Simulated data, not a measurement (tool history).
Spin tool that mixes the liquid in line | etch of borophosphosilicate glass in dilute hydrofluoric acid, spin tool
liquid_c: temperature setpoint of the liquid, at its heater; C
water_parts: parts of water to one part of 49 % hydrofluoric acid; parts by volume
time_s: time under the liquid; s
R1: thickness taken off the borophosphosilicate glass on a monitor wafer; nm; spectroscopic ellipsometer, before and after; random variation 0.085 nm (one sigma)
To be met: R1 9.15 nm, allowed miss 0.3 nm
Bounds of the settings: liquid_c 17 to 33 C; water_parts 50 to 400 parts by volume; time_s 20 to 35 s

{"run": 1, "hour": 0.0, "liquid_c": 25, "water_parts": 225, "time_s": 35, "R1": 10.835}
{"run": 2, "hour": 0.5, "liquid_c": 24, "water_parts": 225, "time_s": 35, "R1": 10.233}
{"run": 3, "hour": 6.8, "liquid_c": 23.5, "water_parts": 225, "time_s": 35, "R1": 10.204}
{"run": 4, "hour": 10.9, "liquid_c": 23.5, "water_parts": 265, "time_s": 35, "R1": 8.2461}
{"run": 5, "hour": 16.6, "liquid_c": 24, "water_parts": 265, "time_s": 35, "R1": 8.4873}
{"run": 6, "hour": 22.0, "liquid_c": 24, "water_parts": 215, "time_s": 35, "R1": 11.022}
{"run": 7, "hour": 23.4, "liquid_c": 23, "water_parts": 215, "time_s": 35, "R1": 10.586}
{"run": 8, "hour": 25.9, "liquid_c": 22, "water_parts": 215, "time_s": 35, "R1": 10.324}
{"run": 9, "hour": 34.4, "liquid_c": 21, "water_parts": 215, "time_s": 35, "R1": 9.734}
{"run": 10, "hour": 41.8, "liquid_c": 20.5, "water_parts": 215, "time_s": 35, "R1": 9.6495}
{"run": 11, "hour": 46.9, "liquid_c": 20, "water_parts": 215, "time_s": 35, "R1": 9.5151}

5 next moves are on the table. One of them brings every result within its allowed miss. Which?
{"run": "A", "hour": 52.0, "liquid_c": 20, "water_parts": 200, "time_s": 35, "R1": "?"}
{"run": "B", "hour": 52.0, "liquid_c": 19, "water_parts": 195, "time_s": 35, "R1": "?"}
{"run": "C", "hour": 52.0, "liquid_c": 20, "water_parts": 210, "time_s": 35, "R1": "?"}
{"run": "D", "hour": 52.0, "liquid_c": 18, "water_parts": 195, "time_s": 35, "R1": "?"}
{"run": "E", "hour": 52.0, "liquid_c": 19.5, "water_parts": 220, "time_s": 35, "R1": "?"}

move=A R1=10.443
move=B R1=10.353
move=C R1=9.8491
move=D R1=9.953
move=E R1=9.1345
A: further off than the last run
B: further off than the last run
C: further off than the last run
D: further off than the last run
E: meets every target
Answer: E
